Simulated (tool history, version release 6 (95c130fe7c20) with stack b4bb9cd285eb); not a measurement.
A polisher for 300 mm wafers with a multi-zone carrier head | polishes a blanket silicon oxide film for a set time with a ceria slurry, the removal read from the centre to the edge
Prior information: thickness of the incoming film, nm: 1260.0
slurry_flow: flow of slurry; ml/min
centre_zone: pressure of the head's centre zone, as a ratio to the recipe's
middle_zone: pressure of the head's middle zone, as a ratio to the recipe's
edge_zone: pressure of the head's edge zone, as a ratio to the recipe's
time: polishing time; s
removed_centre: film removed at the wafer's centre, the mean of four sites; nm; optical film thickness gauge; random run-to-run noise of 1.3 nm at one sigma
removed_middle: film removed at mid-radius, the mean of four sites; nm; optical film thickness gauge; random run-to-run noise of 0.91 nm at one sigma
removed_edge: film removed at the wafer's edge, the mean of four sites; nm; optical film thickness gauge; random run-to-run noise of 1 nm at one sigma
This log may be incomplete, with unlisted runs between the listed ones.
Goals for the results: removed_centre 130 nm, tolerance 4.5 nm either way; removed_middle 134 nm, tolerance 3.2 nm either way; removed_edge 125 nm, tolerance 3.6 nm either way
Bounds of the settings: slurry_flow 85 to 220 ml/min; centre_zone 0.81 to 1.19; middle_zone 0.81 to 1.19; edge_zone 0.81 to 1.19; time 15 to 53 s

run	day	slurry_flow	centre_zone	middle_zone	edge_zone	time	removed_centre	removed_middle	removed_edge
1	0	140	1	1	1	34	101.2	98.173	98.342
2	0.292	140	0.92	1	1	34	91.153	97.941	98.174
3	0.525	140	0.92	1	1	28	76.249	79.688	80.571
4	0.792	140	0.92	1	1	31	83.28	89.07	89.857
5	1.142	140	0.92	1	0.92	31	82.586	88.543	85.451
6	1.383	140	0.98	1	0.92	31	89.04	88.142	87.657
7	1.629	150	0.99	1.03	0.97	33	98.617	98.011	95.507
8	1.696	160	0.99	1.06	1.01	34	102.08	105.33	100.01
9	1.746	165	1	1.07	1.04	35	105.68	109.37	105.64
10	1.983	165	1	1.07	1.04	35	106.29	109.03	106.47
11	2.042	175	1.02	1.09	1.05	36	114.17	115.89	109.62
12	2.175	180	1.03	1.1	1.07	37	119.35	118.76	115.17

Which one of the following 5 next-run settings gets every result inside its allowed miss? There is exactly one.
A	2.308	125	1.11	0.96	1.07	36	?	?	?
B	2.308	150	1.01	1.1	1.15	43	?	?	?
C	2.308	190	1.06	1.19	1.14	39	?	?	?
D	2.308	165	0.92	0.88	1.19	40	?	?	?
E	2.308	180	0.94	1.14	1.08	40	?	?	?

move	removed_centre	removed_middle	removed_edge
A	113.16	96.953	106.28
B	129	133.79	135.43
C	128.97	134.51	126.02
D	111.4	107.49	130.32
E	116.01	132.38	125.01
A: further off than the last run
B: meets the target for the result that was furthest off, but another lies outside its allowed miss
C: meets every target
D: further off than the last run
E: meets the target for the result that was furthest off, but another lies outside its allowed miss
C meets every target.
